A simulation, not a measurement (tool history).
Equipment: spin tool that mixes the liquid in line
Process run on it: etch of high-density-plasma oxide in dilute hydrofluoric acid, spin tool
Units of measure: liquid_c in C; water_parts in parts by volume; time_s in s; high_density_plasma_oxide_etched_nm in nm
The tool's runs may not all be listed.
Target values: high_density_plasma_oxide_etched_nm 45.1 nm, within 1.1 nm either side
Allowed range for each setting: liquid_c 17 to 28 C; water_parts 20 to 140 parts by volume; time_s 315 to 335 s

| run | hour | liquid_c | water_parts | time_s | high_density_plasma_oxide_etched_nm |
|---|---|---|---|---|---|
| 1 | 0 | 20 | 75 | 315 | 19.464 |
| 2 | 3.4 | 21 | 70 | 315 | 21.913 |
| 3 | 10.9 | 21 | 70 | 315 | 21.703 |
| 4 | 15.3 | 22 | 65 | 315 | 24.555 |
| 5 | 17.8 | 22.5 | 60 | 315 | 27.536 |
| 6 | 19.8 | 23 | 60 | 315 | 28.37 |
| 7 | 25.4 | 23.5 | 60 | 315 | 28.722 |
| 8 | 27.6 | 24 | 60 | 315 | 29.475 |
| 9 | 34.5 | 28 | 40 | 315 | 52.869 |
| 10 | 35.3 | 27.5 | 40 | 315 | 51.663 |
| 11 | 41.2 | 27 | 40 | 315 | 50.975 |
| 12 | 45.8 | 26.5 | 40 | 315 | 50.143 |
| 13 | 47.9 | 26 | 40 | 315 | 48.409 |

Which of these 4 next moves meets every target?
| A | 50 | 25.5 | 45 | 335 | ? |
| B | 50 | 25 | 45 | 320 | ? |
| C | 50 | 27 | 50 | 335 | ? |
| D | 50 | 26.5 | 50 | 335 | ? |

| move | high_density_plasma_oxide_etched_nm |
|---|---|
| A | 44.744 |
| B | 41.875 |
| C | 42.492 |
| D | 41.646 |
A: meets every target
B: takes the result that was furthest off past its target
C: takes the result that was furthest off past its target
D: takes the result that was furthest off past its target
A is the move that brings every result within its allowed miss.

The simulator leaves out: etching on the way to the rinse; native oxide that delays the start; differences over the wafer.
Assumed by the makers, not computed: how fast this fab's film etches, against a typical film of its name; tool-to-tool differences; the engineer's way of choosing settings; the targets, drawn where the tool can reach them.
